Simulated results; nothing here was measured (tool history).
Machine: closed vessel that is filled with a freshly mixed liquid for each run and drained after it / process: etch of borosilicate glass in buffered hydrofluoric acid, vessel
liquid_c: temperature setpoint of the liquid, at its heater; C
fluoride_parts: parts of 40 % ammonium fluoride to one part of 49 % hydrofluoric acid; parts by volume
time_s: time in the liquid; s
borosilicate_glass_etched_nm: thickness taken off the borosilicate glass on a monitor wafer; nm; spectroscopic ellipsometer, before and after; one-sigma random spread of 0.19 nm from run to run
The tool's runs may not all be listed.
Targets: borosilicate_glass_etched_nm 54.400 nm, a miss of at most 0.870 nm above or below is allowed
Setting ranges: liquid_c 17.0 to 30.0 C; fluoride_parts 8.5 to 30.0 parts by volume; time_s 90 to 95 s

run,hour,liquid_c,fluoride_parts,time_s,borosilicate_glass_etched_nm
1,0.0,22.0,23.5,90,45.249
2,5.7,22.0,23.5,95,48.254
3,11.2,22.5,23.5,95,49.321
4,16.9,20.0,23.5,95,43.113
5,18.6,21.0,23.5,95,45.254
6,21.7,21.0,20.5,95,50.040
7,25.4,21.5,20.5,95,51.489
8,30.5,22.0,20.5,95,52.622

Consider the 4 candidate settings below. Which is the only one whose results all fall within their allowed miss of target?
A,35.6,24.5,23.5,90,?
B,35.6,27.5,30.0,95,?
C,35.6,17.0,14.5,90,?
D,35.6,22.0,19.5,90,?

move,borosilicate_glass_etched_nm
A,52.066
B,54.520
C,53.119
D,52.151
A: misses by more than the last run did
B: meets every target
C: closes in on the targets versus the last run, not all within tolerance yet
D: misses by more than the last run did
The move that meets every target is B.
